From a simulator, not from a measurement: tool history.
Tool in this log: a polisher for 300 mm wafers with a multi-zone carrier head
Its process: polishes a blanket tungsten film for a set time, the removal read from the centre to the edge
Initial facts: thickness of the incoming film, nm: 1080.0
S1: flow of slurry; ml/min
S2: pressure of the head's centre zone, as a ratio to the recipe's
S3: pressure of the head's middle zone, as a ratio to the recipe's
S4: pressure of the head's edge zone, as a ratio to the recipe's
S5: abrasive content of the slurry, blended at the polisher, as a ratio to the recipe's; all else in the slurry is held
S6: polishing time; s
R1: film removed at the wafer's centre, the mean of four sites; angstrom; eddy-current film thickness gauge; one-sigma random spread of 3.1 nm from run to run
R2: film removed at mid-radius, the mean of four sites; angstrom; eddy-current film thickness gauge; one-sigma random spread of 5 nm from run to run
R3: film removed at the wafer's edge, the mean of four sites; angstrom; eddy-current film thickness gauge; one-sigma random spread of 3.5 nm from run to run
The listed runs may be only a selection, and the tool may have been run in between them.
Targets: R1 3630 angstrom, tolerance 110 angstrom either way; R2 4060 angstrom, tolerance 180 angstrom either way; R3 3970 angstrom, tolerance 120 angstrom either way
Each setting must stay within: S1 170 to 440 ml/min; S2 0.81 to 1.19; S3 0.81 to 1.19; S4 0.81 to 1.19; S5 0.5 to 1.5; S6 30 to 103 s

Run 1, day 0: S1 280 ml/min, S2 1, S3 1, S4 1, S5 1, S6 66 s. Result: R1 3228.8 angstrom, R2 3157.9 angstrom, R3 3254.2 angstrom.
Run 2, day 0.196: S1 290 ml/min, S2 1, S3 1.04, S4 1.04, S5 1.1, S6 66 s. Result: R1 3312.5 angstrom, R2 3321.7 angstrom, R3 3419.5 angstrom.
Run 3, day 0.546: S1 350 ml/min, S2 1, S3 1.04, S4 1.04, S5 1.1, S6 66 s. Result: R1 3380 angstrom, R2 3493.5 angstrom, R3 3456.5 angstrom.
Run 4, day 0.792: S1 350 ml/min, S2 1, S3 0.96, S4 1.04, S5 1.1, S6 66 s. Result: R1 3372.7 angstrom, R2 3254.3 angstrom, R3 3453.6 angstrom.
Run 5, day 1.158: S1 350 ml/min, S2 1, S3 0.96, S4 1.04, S5 1.1, S6 78 s. Result: R1 3951.3 angstrom, R2 3823.9 angstrom, R3 4051.3 angstrom.
Run 6, day 1.308: S1 350 ml/min, S2 0.98, S3 0.98, S4 1.03, S5 1.1, S6 78 s. Result: R1 3900.6 angstrom, R2 3860.3 angstrom, R3 4059.8 angstrom.
Run 7, day 1.425: S1 355 ml/min, S2 0.96, S3 1, S4 1.02, S5 1.1, S6 78 s. Result: R1 3873.7 angstrom, R2 4005 angstrom, R3 4040.9 angstrom.
Run 8, day 1.796: S1 350 ml/min, S2 0.94, S3 1.01, S4 1.02, S5 1.1, S6 78 s. Result: R1 3708.2 angstrom, R2 3925.9 angstrom, R3 4080 angstrom.
Run 9, day 2.042: S1 355 ml/min, S2 0.94, S3 1.02, S4 1.01, S5 1.1, S6 78 s. Result: R1 3710.9 angstrom, R2 3995.1 angstrom, R3 4016.4 angstrom.
Run 10, day 2.233: S1 355 ml/min, S2 0.94, S3 1.02, S4 1.01, S5 1.1, S6 78 s. Result: R1 3774.9 angstrom, R2 3972.3 angstrom, R3 4075.4 angstrom.
Run 11, day 2.279: S1 355 ml/min, S2 0.93, S3 1.04, S4 1, S5 1.1, S6 78 s. Result: R1 3718.4 angstrom, R2 4014.1 angstrom, R3 4020 angstrom.

Consider the 5 candidate settings below. Which is the only one whose results all fall within their allowed miss of target?
Run A, day 2.325: S1 385 ml/min, S2 0.99, S3 1, S4 0.99, S5 0.85, S6 81 s. Result: R1 ?, R2 ?, R3 ?.
Run B, day 2.325: S1 390 ml/min, S2 0.92, S3 0.92, S4 0.9, S5 1.15, S6 81 s. Result: R1 ?, R2 ?, R3 ?.
Run C, day 2.325: S1 325 ml/min, S2 0.96, S3 1.02, S4 0.92, S5 1.15, S6 78 s. Result: R1 ?, R2 ?, R3 ?.
Run D, day 2.325: S1 410 ml/min, S2 0.9, S3 1.04, S4 0.98, S5 1.1, S6 77 s. Result: R1 ?, R2 ?, R3 ?.
Run E, day 2.325: S1 350 ml/min, S2 0.96, S3 0.98, S4 1.02, S5 1.15, S6 81 s. Result: R1 ?, R2 ?, R3 ?.

move      R1      R2      R3
   A  3891.5  3935.2  3903.1
   B  3898.8    3941  3985.3
   C  3841.9  4055.7  3834.9
   D  3618.6  4089.9  3908.7
   E  4011.8  4104.3  4201.6
A: the biggest miss grows against the last run
B: the biggest miss grows against the last run
C: the biggest miss grows against the last run
D: hits every target within its allowed miss
E: the biggest miss grows against the last run
D meets every target.
